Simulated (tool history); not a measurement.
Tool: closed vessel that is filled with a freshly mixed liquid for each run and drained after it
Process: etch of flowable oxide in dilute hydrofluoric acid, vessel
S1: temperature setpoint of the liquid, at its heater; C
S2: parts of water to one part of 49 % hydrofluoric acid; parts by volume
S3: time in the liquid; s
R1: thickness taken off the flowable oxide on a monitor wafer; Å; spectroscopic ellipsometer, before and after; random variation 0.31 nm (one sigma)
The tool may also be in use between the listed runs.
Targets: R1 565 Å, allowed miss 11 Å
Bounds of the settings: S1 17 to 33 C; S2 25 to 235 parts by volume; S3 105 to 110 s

{"run": 1, "hour": 0.0, "S1": 25, "S2": 130, "S3": 105, "R1": 345.52}
{"run": 2, "hour": 2.8, "S1": 27, "S2": 125, "S3": 105, "R1": 387.23}
{"run": 3, "hour": 10.2, "S1": 27, "S2": 140, "S3": 105, "R1": 339.24}
{"run": 4, "hour": 10.9, "S1": 28.5, "S2": 130, "S3": 105, "R1": 398.66}
{"run": 5, "hour": 13.8, "S1": 28.5, "S2": 155, "S3": 105, "R1": 319.25}
{"run": 6, "hour": 20.8, "S1": 32, "S2": 155, "S3": 105, "R1": 362.89}
{"run": 7, "hour": 21.6, "S1": 33, "S2": 105, "S3": 105, "R1": 603.1}
{"run": 8, "hour": 25.0, "S1": 32.5, "S2": 105, "S3": 105, "R1": 586.53}

4 next moves are on the table. One of them brings every result within its allowed miss. Which?
{"run": "A", "hour": 28.4, "S1": 30.5, "S2": 95, "S3": 105, "R1": "?"}
{"run": "B", "hour": 28.4, "S1": 32.5, "S2": 105, "S3": 110, "R1": "?"}
{"run": "C", "hour": 28.4, "S1": 27, "S2": 90, "S3": 105, "R1": "?"}
{"run": "D", "hour": 28.4, "S1": 32, "S2": 100, "S3": 105, "R1": "?"}

move=A R1=609.65
move=B R1=613.17
move=C R1=566.97
move=D R1=607.9
A: further off than the last run
B: further off than the last run
C: meets every target
D: further off than the last run
Answer: C

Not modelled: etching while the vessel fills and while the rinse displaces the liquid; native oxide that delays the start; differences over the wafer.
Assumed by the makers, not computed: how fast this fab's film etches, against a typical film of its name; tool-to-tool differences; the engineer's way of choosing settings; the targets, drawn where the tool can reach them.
